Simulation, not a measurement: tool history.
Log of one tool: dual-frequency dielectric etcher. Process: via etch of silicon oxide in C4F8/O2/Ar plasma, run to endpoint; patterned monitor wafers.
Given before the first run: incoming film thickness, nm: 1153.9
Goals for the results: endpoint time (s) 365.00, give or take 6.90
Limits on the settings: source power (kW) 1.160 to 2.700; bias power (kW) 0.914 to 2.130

run,hour,source power (kW),bias power (kW),endpoint time (s)
1,0.0,1.930,1.522,272.79
2,8.4,1.680,1.522,301.27
3,11.4,1.510,1.501,327.38
4,18.6,1.510,1.284,346.70
5,21.3,1.850,1.284,295.68
6,24.4,1.730,1.284,309.06
7,32.9,1.600,1.274,329.13
8,38.1,1.600,1.274,328.74
9,39.8,1.520,1.268,343.05
10,40.7,1.470,1.265,349.89
11,48.5,1.280,1.237,397.50
12,51.9,1.330,1.240,386.45

Which one of the following 4 next-run settings gets every result inside its allowed miss? There is exactly one.
A,55.3,1.370,1.177,?
B,55.3,1.240,1.149,?
C,55.3,1.480,1.298,?
D,55.3,1.440,1.188,?

move,endpoint time (s)
A,381.15
B,420.67
C,347.17
D,364.49
A: gains on the last run, yet a result remains outside its allowed miss
B: further off than the last run
C: carries the result that was furthest off beyond its target, to the other side
D: every result lands within tolerance
D is the move that brings every result within its allowed miss.
